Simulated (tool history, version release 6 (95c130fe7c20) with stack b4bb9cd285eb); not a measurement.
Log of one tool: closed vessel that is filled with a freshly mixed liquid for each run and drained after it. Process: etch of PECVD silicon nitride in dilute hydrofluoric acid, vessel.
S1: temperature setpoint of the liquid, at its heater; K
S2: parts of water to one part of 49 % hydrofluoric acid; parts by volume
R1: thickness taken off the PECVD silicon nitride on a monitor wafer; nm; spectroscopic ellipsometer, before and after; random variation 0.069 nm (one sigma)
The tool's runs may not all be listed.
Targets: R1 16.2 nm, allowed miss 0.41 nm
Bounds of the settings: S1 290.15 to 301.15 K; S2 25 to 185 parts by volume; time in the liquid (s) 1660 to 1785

run 1 hour=0 | S1=293.15 S2=105 time_in_the_liquid_(s)=1660 | R1=18.137
run 2 hour=3.2 | S1=293.15 S2=105 time_in_the_liquid_(s)=1660 | R1=18.001
run 3 hour=6.7 | S1=292.15 S2=105 time_in_the_liquid_(s)=1660 | R1=16.848
run 4 hour=15.5 | S1=292.15 S2=135 time_in_the_liquid_(s)=1660 | R1=13.211
run 5 hour=18.6 | S1=292.65 S2=135 time_in_the_liquid_(s)=1660 | R1=13.708
run 6 hour=25.4 | S1=292.65 S2=160 time_in_the_liquid_(s)=1660 | R1=11.534
run 7 hour=28.1 | S1=292.65 S2=160 time_in_the_liquid_(s)=1660 | R1=11.599
run 8 hour=35.8 | S1=292.65 S2=160 time_in_the_liquid_(s)=1660 | R1=11.626
run 9 hour=37 | S1=296.65 S2=160 time_in_the_liquid_(s)=1660 | R1=15.005

4 next moves are on the table. One of them brings every result within its allowed miss. Which?
run A hour=38.2 | S1=297.15 S2=160 time_in_the_liquid_(s)=1660 | R1=?
run B hour=38.2 | S1=294.65 S2=130 time_in_the_liquid_(s)=1675 | R1=?
run C hour=38.2 | S1=297.15 S2=175 time_in_the_liquid_(s)=1780 | R1=?
run D hour=38.2 | S1=296.65 S2=155 time_in_the_liquid_(s)=1660 | R1=?

move=A R1=15.584
move=B R1=16.384
move=C R1=15.293
move=D R1=15.571
A: nearer than the last run, and not there yet
B: meets every target
C: nearer than the last run, and not there yet
D: nearer than the last run, and not there yet
Answer: B

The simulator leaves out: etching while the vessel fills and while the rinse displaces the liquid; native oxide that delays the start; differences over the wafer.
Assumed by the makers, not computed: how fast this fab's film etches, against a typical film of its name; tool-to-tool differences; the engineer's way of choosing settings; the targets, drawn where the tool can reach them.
